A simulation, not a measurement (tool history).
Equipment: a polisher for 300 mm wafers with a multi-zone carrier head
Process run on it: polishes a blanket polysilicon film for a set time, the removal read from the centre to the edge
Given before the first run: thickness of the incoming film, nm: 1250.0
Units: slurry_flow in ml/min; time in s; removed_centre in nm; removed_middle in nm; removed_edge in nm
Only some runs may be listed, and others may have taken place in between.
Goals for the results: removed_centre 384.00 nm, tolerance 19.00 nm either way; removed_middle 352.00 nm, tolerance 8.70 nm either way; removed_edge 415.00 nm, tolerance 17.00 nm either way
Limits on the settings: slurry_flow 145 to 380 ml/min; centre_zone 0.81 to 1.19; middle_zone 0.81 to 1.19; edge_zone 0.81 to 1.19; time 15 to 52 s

run 1 hour=0.0 | slurry_flow=245 centre_zone=1.00 middle_zone=1.00 edge_zone=1.00 time=33 | removed_centre=278.07 removed_middle=288.91 removed_edge=282.89
run 2 hour=2.3 | slurry_flow=245 centre_zone=1.00 middle_zone=1.09 edge_zone=1.00 time=33 | removed_centre=279.77 removed_middle=307.67 removed_edge=274.95
run 3 hour=4.7 | slurry_flow=295 centre_zone=1.00 middle_zone=1.09 edge_zone=1.00 time=33 | removed_centre=290.11 removed_middle=310.36 removed_edge=285.27
run 4 hour=12.5 | slurry_flow=315 centre_zone=1.01 middle_zone=1.05 edge_zone=1.04 time=35 | removed_centre=306.64 removed_middle=322.83 removed_edge=308.00
run 5 hour=14.7 | slurry_flow=315 centre_zone=0.93 middle_zone=1.05 edge_zone=1.04 time=35 | removed_centre=292.57 removed_middle=323.02 removed_edge=306.50
run 6 hour=17.9 | slurry_flow=370 centre_zone=0.93 middle_zone=1.05 edge_zone=1.04 time=35 | removed_centre=290.17 removed_middle=327.18 removed_edge=311.19
run 7 hour=21.3 | slurry_flow=370 centre_zone=0.96 middle_zone=1.00 edge_zone=1.07 time=37 | removed_centre=319.90 removed_middle=332.61 removed_edge=338.29
run 8 hour=30.0 | slurry_flow=370 centre_zone=0.97 middle_zone=0.97 edge_zone=1.10 time=38 | removed_centre=323.62 removed_middle=334.92 removed_edge=348.27
run 9 hour=36.1 | slurry_flow=375 centre_zone=0.99 middle_zone=0.94 edge_zone=1.12 time=39 | removed_centre=344.80 removed_middle=336.73 removed_edge=359.20

5 candidate next runs follow, results not yet known. Just one meets every target within its allowed miss. Identify it.
run A hour=42.2 | slurry_flow=310 centre_zone=0.96 middle_zone=0.92 edge_zone=1.12 time=45 | removed_centre=? removed_middle=? removed_edge=?
run B hour=42.2 | slurry_flow=375 centre_zone=0.97 middle_zone=0.85 edge_zone=1.14 time=44 | removed_centre=? removed_middle=? removed_edge=?
run C hour=42.2 | slurry_flow=375 centre_zone=1.19 middle_zone=1.19 edge_zone=0.94 time=36 | removed_centre=? removed_middle=? removed_edge=?
run D hour=42.2 | slurry_flow=380 centre_zone=1.19 middle_zone=1.02 edge_zone=1.01 time=35 | removed_centre=? removed_middle=? removed_edge=?
run E hour=42.2 | slurry_flow=380 centre_zone=1.02 middle_zone=0.98 edge_zone=1.10 time=42 | removed_centre=? removed_middle=? removed_edge=?

move=A removed_centre=379.36 removed_middle=373.41 removed_edge=402.96
move=B removed_centre=380.47 removed_middle=348.53 removed_edge=402.20
move=C removed_centre=383.31 removed_middle=371.09 removed_edge=298.14
move=D removed_centre=372.62 removed_middle=319.15 removed_edge=300.77
move=E removed_centre=382.76 removed_middle=371.42 removed_edge=376.66
A: corrects the largest miss of the last run, while another result sits out of spec
B: in spec on every target
C: its largest miss is bigger than the last run's
D: its largest miss is bigger than the last run's
E: nearer the targets than the last run, but a result is still out of spec
Answer: B

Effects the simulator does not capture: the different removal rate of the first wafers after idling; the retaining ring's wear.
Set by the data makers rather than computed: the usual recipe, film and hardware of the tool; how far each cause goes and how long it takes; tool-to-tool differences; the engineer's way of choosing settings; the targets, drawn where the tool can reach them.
